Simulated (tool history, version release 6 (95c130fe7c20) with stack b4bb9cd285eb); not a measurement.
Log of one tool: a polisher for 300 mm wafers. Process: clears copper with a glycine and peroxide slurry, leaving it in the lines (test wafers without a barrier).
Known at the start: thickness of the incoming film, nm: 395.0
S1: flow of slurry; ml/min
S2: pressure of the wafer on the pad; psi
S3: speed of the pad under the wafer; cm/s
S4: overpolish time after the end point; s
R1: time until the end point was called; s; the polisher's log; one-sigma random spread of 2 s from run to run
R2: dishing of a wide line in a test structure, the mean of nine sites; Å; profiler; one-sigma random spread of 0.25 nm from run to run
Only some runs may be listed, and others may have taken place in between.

Run 1, hour 0: S1 300 ml/min, S2 1.8 psi, S3 86 cm/s, S4 9 s. Result: R1 98.077 s, R2 261.5 Å.
Run 2, hour 1: S1 300 ml/min, S2 1.7 psi, S3 86 cm/s, S4 9 s. Result: R1 102.39 s, R2 246.77 Å.
Run 3, hour 8: S1 350 ml/min, S2 1.7 psi, S3 86 cm/s, S4 9 s. Result: R1 101.01 s, R2 249.79 Å.
Run 4, hour 12.3: S1 350 ml/min, S2 1.7 psi, S3 102 cm/s, S4 9 s. Result: R1 94.191 s, R2 271.75 Å.
Run 5, hour 17.7: S1 350 ml/min, S2 1.6 psi, S3 102 cm/s, S4 9 s. Result: R1 96.796 s, R2 252.81 Å.
Run 6, hour 22.2: S1 350 ml/min, S2 1.6 psi, S3 116 cm/s, S4 9 s. Result: R1 89.136 s, R2 272.96 Å.
Run 7, hour 23.7: S1 350 ml/min, S2 1.4 psi, S3 114 cm/s, S4 9 s. Result: R1 99.998 s, R2 250.77 Å.

Forecast run 8:
Run 8, hour 29.7: S1 350 ml/min, S2 1.3 psi, S3 114 cm/s, S4 9 s. Result: R1 ?, R2 ?.

{"run 8": {"R1": 103.47, "R2": 235.95}}
